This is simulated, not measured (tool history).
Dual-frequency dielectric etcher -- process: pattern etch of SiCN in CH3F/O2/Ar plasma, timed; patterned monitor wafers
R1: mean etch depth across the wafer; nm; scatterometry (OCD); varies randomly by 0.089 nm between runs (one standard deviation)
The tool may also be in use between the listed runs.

run 1 hour=0 | source_power_(W)=400 bias_power_(W)=71 etch_time_(s)=65 | R1=25.888
run 2 hour=2.3 | source_power_(W)=430 bias_power_(W)=71 etch_time_(s)=65 | R1=26.643
run 3 hour=3.3 | source_power_(W)=430 bias_power_(W)=71 etch_time_(s)=59.5 | R1=24.293
run 4 hour=5.7 | source_power_(W)=450 bias_power_(W)=77 etch_time_(s)=59.5 | R1=25.602
run 5 hour=6.6 | source_power_(W)=470 bias_power_(W)=81 etch_time_(s)=59.5 | R1=26.538
run 6 hour=11.7 | source_power_(W)=470 bias_power_(W)=81 etch_time_(s)=59.5 | R1=26.425
run 7 hour=20.6 | source_power_(W)=490 bias_power_(W)=84 etch_time_(s)=59.5 | R1=27.492
run 8 hour=26.2 | source_power_(W)=500 bias_power_(W)=84 etch_time_(s)=59.5 | R1=27.668

For run 9, what comes out?
run 9 hour=34.8 | source_power_(W)=510 bias_power_(W)=84 etch_time_(s)=59.5 | R1=?

R1: 27.851 nm
